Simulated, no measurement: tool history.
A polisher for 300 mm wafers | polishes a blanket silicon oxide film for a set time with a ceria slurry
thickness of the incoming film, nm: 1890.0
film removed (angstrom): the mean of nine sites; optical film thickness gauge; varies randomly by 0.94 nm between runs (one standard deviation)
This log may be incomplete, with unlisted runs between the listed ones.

| run | day | flow of slurry (ml/min) | pressure of the wafer on the pad (kPa) | speed of the pad under the wafer (m/s) | polishing time (s) | film removed (angstrom) |
|---|---|---|---|---|---|---|
| 1 | 0.000 | 305 | 15.2 | 0.96 | 36 | 1255.20 |
| 2 | 0.288 | 305 | 13.8 | 0.96 | 36 | 1158.80 |
| 3 | 0.629 | 305 | 12.4 | 0.96 | 36 | 1082.60 |
| 4 | 0.979 | 305 | 11.0 | 0.96 | 36 | 1000.20 |
| 5 | 1.071 | 305 | 11.0 | 0.96 | 36 | 1025.40 |
| 6 | 1.204 | 305 | 10.3 | 0.94 | 36 | 943.48 |

What does the tool deliver on the next run?
| 7 | 1.450 | 305 | 9.7 | 0.94 | 36 | ? |

{"run 7": {"film removed (angstrom)": 884.32}}

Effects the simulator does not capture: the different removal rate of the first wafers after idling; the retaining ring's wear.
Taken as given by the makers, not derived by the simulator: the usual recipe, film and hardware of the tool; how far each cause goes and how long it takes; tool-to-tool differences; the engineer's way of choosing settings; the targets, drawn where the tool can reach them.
